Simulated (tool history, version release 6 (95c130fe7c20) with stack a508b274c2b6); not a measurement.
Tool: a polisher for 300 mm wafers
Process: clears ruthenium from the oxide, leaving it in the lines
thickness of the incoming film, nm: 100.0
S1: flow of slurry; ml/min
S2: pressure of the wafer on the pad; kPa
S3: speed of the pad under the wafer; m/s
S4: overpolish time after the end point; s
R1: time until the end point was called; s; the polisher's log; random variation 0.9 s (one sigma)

run,hour,S1,S2,S3,S4,R1
1,0.0,125,18.6,0.98,29,83.791
2,2.0,125,18.6,0.98,32,82.331
3,4.7,125,19.3,0.98,32,80.511
4,12.8,125,20.0,0.98,32,76.542
5,21.0,125,20.7,0.98,32,75.310
6,23.5,125,21.4,0.98,32,71.650

Forecast run 7:
7,29.3,125,22.1,0.98,32,?

Run 7 gave R1 71.748 s.
